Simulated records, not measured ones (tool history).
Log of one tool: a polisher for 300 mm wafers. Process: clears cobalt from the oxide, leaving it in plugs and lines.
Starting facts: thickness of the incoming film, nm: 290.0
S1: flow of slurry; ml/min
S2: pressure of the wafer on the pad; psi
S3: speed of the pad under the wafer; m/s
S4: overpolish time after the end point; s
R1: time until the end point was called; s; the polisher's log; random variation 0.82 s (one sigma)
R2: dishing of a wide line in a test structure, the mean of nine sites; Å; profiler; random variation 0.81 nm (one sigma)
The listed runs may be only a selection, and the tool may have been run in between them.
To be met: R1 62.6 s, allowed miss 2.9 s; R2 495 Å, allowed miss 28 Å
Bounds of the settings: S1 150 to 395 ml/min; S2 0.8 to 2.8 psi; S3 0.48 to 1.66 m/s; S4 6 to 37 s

run  hour   S1   S2    S3  S4      R1      R2
  1     0  250  1.8  1.06  19  52.308  623.08
  2   7.8  250  1.7  1.06  18  54.651  593.78
  3  10.2  210  1.7  1.06  18  54.754  606.11
  4  12.1  210  1.6  1.06  17  59.613  562.09
  5  18.6  275  1.6  1.06  17  57.225  568.27
  6  19.6  275  1.6  1.06  21  57.736  638.82
  7  28.1  275  1.6  1.06  19  56.778  604.93
  8  35.8  275  1.6  1.06  18   57.05  587.18
  9  39.5  275  1.6  1.06  17  57.736  575.51
 10  40.9  275  1.6  1.06  16  56.531  546.37

5 next moves are on the table. One of them brings every result within its allowed miss. Which?
  A  42.3  285  1.4  1.08  15   ?   ?
  B  42.3  295  1.8  1.14  16   ?   ?
  C  42.3  280  1.7  1.12  13   ?   ?
  D  42.3  335  1.7  1.12  12   ?   ?
  E  42.3  320  1.3  1.44  14   ?   ?

move      R1      R2
   A  63.858  495.53
   B  47.369  622.97
   C  51.201  521.69
   D  50.357  499.81
   E  51.246  547.41
A: all results land within tolerance of their targets
B: the biggest miss grows against the last run
C: the biggest miss grows against the last run
D: the biggest miss grows against the last run
E: the biggest miss grows against the last run
Correct choice: A, which meets every target

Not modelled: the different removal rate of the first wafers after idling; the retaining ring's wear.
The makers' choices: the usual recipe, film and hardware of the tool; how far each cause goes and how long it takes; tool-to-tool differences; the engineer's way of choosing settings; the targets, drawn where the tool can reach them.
